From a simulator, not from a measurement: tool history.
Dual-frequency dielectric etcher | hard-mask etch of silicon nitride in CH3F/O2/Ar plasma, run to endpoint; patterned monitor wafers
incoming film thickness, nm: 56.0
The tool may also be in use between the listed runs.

| run | day | source power (W) | bias power (W) | endpoint time (s) |
|---|---|---|---|---|
| 1 | 0.000 | 360 | 53 | 92.342 |
| 2 | 0.121 | 360 | 50 | 94.422 |
| 3 | 0.279 | 370 | 52 | 91.201 |
| 4 | 0.396 | 370 | 46 | 97.505 |
| 5 | 0.704 | 370 | 42 | 103.130 |
| 6 | 0.938 | 370 | 46 | 97.880 |
| 7 | 1.225 | 440 | 56 | 80.727 |

The next listed run, before its measurement:
| 8 | 1.271 | 450 | 56 | ? |

{"run 8": {"endpoint time (s)": 80.43}}

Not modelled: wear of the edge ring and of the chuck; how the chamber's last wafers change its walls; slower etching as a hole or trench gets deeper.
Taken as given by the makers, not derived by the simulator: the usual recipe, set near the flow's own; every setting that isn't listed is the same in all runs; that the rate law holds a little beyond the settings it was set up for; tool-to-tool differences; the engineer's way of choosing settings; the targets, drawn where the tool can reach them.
